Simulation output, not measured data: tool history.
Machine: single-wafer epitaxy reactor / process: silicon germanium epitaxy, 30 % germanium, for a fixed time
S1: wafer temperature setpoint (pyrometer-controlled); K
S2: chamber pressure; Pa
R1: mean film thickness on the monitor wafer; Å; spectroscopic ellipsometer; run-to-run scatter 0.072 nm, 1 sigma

Run 1, hour 0: S1 853.15 K, S2 3520 Pa. Result: R1 498.77 Å.
Run 2, hour 5.5: S1 858.15 K, S2 3520 Pa. Result: R1 549.73 Å.
Run 3, hour 14.2: S1 858.15 K, S2 3120 Pa. Result: R1 522.12 Å.
Run 4, hour 22: S1 853.15 K, S2 3120 Pa. Result: R1 475.5 Å.
Run 5, hour 26.8: S1 849.15 K, S2 3120 Pa. Result: R1 439.83 Å.
Run 6, hour 30.9: S1 846.15 K, S2 3120 Pa. Result: R1 416.22 Å.

What will run 7 give?
Run 7, hour 31.8: S1 834.15 K, S2 3093 Pa. Result: R1 ?.

For run 7 the tool returned R1 328.6 Å.

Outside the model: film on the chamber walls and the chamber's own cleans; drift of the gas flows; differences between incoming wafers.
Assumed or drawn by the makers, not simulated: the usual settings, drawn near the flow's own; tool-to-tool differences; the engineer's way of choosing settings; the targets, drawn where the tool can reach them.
